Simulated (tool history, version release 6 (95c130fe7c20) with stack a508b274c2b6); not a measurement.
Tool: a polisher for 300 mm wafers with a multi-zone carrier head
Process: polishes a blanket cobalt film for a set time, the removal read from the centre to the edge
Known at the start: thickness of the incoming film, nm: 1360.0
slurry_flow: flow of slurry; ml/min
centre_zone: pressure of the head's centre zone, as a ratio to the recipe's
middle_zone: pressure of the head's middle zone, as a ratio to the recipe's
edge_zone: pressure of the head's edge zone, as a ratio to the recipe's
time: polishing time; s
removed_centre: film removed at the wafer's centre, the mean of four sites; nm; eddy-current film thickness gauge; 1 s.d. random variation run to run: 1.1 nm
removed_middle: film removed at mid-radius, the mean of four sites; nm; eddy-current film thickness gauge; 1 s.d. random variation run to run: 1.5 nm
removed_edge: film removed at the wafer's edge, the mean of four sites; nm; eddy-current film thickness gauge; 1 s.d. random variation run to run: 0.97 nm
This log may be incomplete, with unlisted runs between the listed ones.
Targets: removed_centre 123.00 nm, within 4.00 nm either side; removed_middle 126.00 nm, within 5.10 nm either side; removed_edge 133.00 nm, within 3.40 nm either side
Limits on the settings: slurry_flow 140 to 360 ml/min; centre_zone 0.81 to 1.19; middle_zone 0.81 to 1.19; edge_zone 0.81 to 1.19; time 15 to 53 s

run	hour	slurry_flow	centre_zone	middle_zone	edge_zone	time	removed_centre	removed_middle	removed_edge
1	0.0	230	1.00	1.00	1.00	34	147.90	155.94	157.27
2	6.8	280	1.00	1.00	1.00	34	152.25	157.14	157.65
3	11.4	280	1.00	1.06	1.00	34	152.46	167.65	157.15
4	18.9	280	0.98	1.01	0.97	33	145.67	156.09	153.08
5	20.3	280	1.02	1.01	0.97	33	150.64	149.52	154.40
6	26.5	280	1.02	1.01	0.97	40	184.94	184.52	182.59
7	29.5	280	1.00	0.99	0.95	36	162.91	163.21	167.60
8	38.5	215	0.97	0.98	0.88	26	110.76	115.81	112.60
9	40.5	235	0.98	0.98	0.93	26	110.91	119.08	117.78
10	48.1	250	1.00	0.98	0.96	26	115.37	118.88	119.60
11	55.8	265	1.00	0.98	0.99	26	116.47	118.93	121.55
12	58.3	275	1.00	0.98	1.02	26	117.50	116.07	121.70
13	64.1	275	0.99	0.99	1.05	27	120.38	123.95	129.23
14	69.7	280	0.99	0.99	1.06	27	118.68	124.18	129.59
15	70.4	285	0.99	0.99	1.07	27	120.85	122.12	129.48
16	73.1	285	0.99	0.99	1.08	27	121.77	122.75	129.85

Next run, 5 choices. One meets every target within its allowed miss, the rest don't. Which?
A	75.8	280	0.98	0.99	1.08	28	?	?	?
B	75.8	295	0.90	0.96	1.04	28	?	?	?
C	75.8	200	0.93	0.87	1.07	29	?	?	?
D	75.8	320	1.06	0.87	1.17	27	?	?	?
E	75.8	270	1.02	1.04	1.15	26	?	?	?

move	removed_centre	removed_middle	removed_edge
A	121.04	127.38	133.61
B	112.72	124.74	132.27
C	115.27	114.66	134.76
D	126.73	111.49	134.20
E	116.14	122.88	126.66
A: all results in spec
B: the worst result of the last run now meets its target, but another is out of spec
C: the worst result of the last run now meets its target, but another is out of spec
D: the worst result of the last run now meets its target, but another is out of spec
E: its largest miss is bigger than the last run's
A is the move that brings every result within its allowed miss.
